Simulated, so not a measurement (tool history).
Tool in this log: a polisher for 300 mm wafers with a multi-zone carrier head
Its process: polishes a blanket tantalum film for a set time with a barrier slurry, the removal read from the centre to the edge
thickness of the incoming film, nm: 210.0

run	hour	flow of slurry (ml/min)	pressure of the head's centre zone	pressure of the head's middle zone	pressure of the head's edge zone	abrasive content of the slurry	polishing time (s)	film removed at the wafer's centre (Å)	film removed at mid-radius (Å)	film removed at the wafer's edge (Å)
1	0.0	275	1.00	1.00	1.00	1.00	56	706.88	733.05	682.10
2	0.5	305	1.00	1.00	1.00	1.00	56	687.33	735.08	689.29
3	2.3	240	1.00	1.00	1.00	1.00	56	665.01	723.85	715.63
4	3.7	240	1.00	1.00	1.00	1.00	67	824.31	855.12	813.60
5	4.6	265	1.00	1.00	1.00	1.00	67	837.18	866.74	823.00
6	12.4	265	1.00	1.05	1.00	1.00	67	842.01	894.82	827.03

Estimate the outcome of run 7 from the log above:
7	20.1	265	0.99	1.04	1.00	0.95	67	?	?	?

film removed at the wafer's centre (Å): 792.23
film removed at mid-radius (Å): 893.39
film removed at the wafer's edge (Å): 845.46
